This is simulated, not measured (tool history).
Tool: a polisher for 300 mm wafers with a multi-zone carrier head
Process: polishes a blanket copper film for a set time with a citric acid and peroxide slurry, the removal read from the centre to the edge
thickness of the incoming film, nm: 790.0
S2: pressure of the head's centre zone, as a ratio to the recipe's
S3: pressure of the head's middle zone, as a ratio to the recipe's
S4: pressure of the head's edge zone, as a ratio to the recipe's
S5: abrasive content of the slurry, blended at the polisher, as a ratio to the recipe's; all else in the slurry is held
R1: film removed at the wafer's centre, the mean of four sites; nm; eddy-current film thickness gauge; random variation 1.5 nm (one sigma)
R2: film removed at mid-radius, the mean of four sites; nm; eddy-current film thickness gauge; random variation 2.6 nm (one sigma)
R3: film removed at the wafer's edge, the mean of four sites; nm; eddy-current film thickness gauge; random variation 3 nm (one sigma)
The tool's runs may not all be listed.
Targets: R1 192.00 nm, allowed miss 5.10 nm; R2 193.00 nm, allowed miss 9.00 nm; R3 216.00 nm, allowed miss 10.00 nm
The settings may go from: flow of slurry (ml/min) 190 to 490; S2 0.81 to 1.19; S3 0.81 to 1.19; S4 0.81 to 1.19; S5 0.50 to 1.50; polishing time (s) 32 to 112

{"run": 1, "hour": 0.0, "flow of slurry (ml/min)": 315, "S2": 1.0, "S3": 1.0, "S4": 1.0, "S5": 1.0, "polishing time (s)": 72, "R1": 243.72, "R2": 246.31, "R3": 254.1}
{"run": 2, "hour": 5.5, "flow of slurry (ml/min)": 390, "S2": 1.0, "S3": 1.0, "S4": 1.0, "S5": 1.0, "polishing time (s)": 72, "R1": 252.18, "R2": 255.42, "R3": 256.72}
{"run": 3, "hour": 7.1, "flow of slurry (ml/min)": 385, "S2": 0.98, "S3": 0.97, "S4": 0.98, "S5": 0.95, "polishing time (s)": 72, "R1": 240.3, "R2": 243.12, "R3": 252.87}
{"run": 4, "hour": 13.4, "flow of slurry (ml/min)": 385, "S2": 1.02, "S3": 0.97, "S4": 0.98, "S5": 0.95, "polishing time (s)": 72, "R1": 252.68, "R2": 245.97, "R3": 253.5}
{"run": 5, "hour": 20.8, "flow of slurry (ml/min)": 385, "S2": 1.02, "S3": 0.97, "S4": 0.91, "S5": 0.95, "polishing time (s)": 72, "R1": 252.31, "R2": 247.01, "R3": 245.36}
{"run": 6, "hour": 26.1, "flow of slurry (ml/min)": 385, "S2": 1.02, "S3": 0.97, "S4": 0.91, "S5": 0.95, "polishing time (s)": 89, "R1": 312.3, "R2": 303.89, "R3": 305.22}
{"run": 7, "hour": 31.9, "flow of slurry (ml/min)": 345, "S2": 0.92, "S3": 0.87, "S4": 0.86, "S5": 0.7, "polishing time (s)": 69, "R1": 205.03, "R2": 206.86, "R3": 219.0}
{"run": 8, "hour": 34.9, "flow of slurry (ml/min)": 340, "S2": 0.91, "S3": 0.86, "S4": 0.86, "S5": 0.7, "polishing time (s)": 69, "R1": 203.43, "R2": 199.62, "R3": 220.09}
{"run": 9, "hour": 41.6, "flow of slurry (ml/min)": 335, "S2": 0.9, "S3": 0.86, "S4": 0.86, "S5": 0.7, "polishing time (s)": 69, "R1": 198.84, "R2": 195.79, "R3": 223.61}
{"run": 10, "hour": 50.7, "flow of slurry (ml/min)": 335, "S2": 0.9, "S3": 0.86, "S4": 0.86, "S5": 0.7, "polishing time (s)": 69, "R1": 200.08, "R2": 197.59, "R3": 217.32}

5 next moves are on the table. One of them brings every result within its allowed miss. Which?
{"run": "A", "hour": 59.8, "flow of slurry (ml/min)": 390, "S2": 0.9, "S3": 0.86, "S4": 0.94, "S5": 0.9, "polishing time (s)": 62, "R1": "?", "R2": "?", "R3": "?"}
{"run": "B", "hour": 59.8, "flow of slurry (ml/min)": 345, "S2": 0.81, "S3": 0.84, "S4": 0.86, "S5": 0.7, "polishing time (s)": 68, "R1": "?", "R2": "?", "R3": "?"}
{"run": "C", "hour": 59.8, "flow of slurry (ml/min)": 345, "S2": 0.92, "S3": 0.93, "S4": 0.81, "S5": 0.5, "polishing time (s)": 73, "R1": "?", "R2": "?", "R3": "?"}
{"run": "D", "hour": 59.8, "flow of slurry (ml/min)": 370, "S2": 0.82, "S3": 0.99, "S4": 0.9, "S5": 0.65, "polishing time (s)": 69, "R1": "?", "R2": "?", "R3": "?"}
{"run": "E", "hour": 59.8, "flow of slurry (ml/min)": 445, "S2": 0.93, "S3": 0.92, "S4": 0.84, "S5": 0.65, "polishing time (s)": 69, "R1": "?", "R2": "?", "R3": "?"}

move=A R1=189.75 R2=187.94 R3=215.19
move=B R1=176.74 R2=191.45 R3=217.40
move=C R1=203.98 R2=210.43 R3=216.21
move=D R1=180.61 R2=219.97 R3=221.55
move=E R1=208.11 R2=210.12 R3=219.27
A: meets every target
B: takes the result that was furthest off past its target
C: further off than the last run
D: takes the result that was furthest off past its target
E: further off than the last run
The right move is A.
